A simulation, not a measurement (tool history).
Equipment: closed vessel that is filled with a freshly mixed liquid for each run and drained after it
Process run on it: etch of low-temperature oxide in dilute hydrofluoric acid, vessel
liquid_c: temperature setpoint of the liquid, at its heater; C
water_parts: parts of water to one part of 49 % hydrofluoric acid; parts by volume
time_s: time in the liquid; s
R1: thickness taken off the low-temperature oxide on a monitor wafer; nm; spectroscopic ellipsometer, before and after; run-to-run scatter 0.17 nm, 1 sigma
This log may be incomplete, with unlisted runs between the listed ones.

run 1 hour=0.0 | liquid_c=24.0 water_parts=220 time_s=235 | R1=26.851
run 2 hour=3.1 | liquid_c=27.0 water_parts=220 time_s=235 | R1=30.133
run 3 hour=9.7 | liquid_c=29.0 water_parts=220 time_s=235 | R1=32.536
run 4 hour=15.2 | liquid_c=29.0 water_parts=220 time_s=250 | R1=34.506
run 5 hour=21.6 | liquid_c=27.0 water_parts=220 time_s=250 | R1=32.033
run 6 hour=23.1 | liquid_c=24.0 water_parts=225 time_s=250 | R1=28.102
run 7 hour=28.2 | liquid_c=20.0 water_parts=235 time_s=250 | R1=22.695

Expected results for the next run?
run 8 hour=32.2 | liquid_c=19.5 water_parts=235 time_s=250 | R1=?

R1: 22.286 nm

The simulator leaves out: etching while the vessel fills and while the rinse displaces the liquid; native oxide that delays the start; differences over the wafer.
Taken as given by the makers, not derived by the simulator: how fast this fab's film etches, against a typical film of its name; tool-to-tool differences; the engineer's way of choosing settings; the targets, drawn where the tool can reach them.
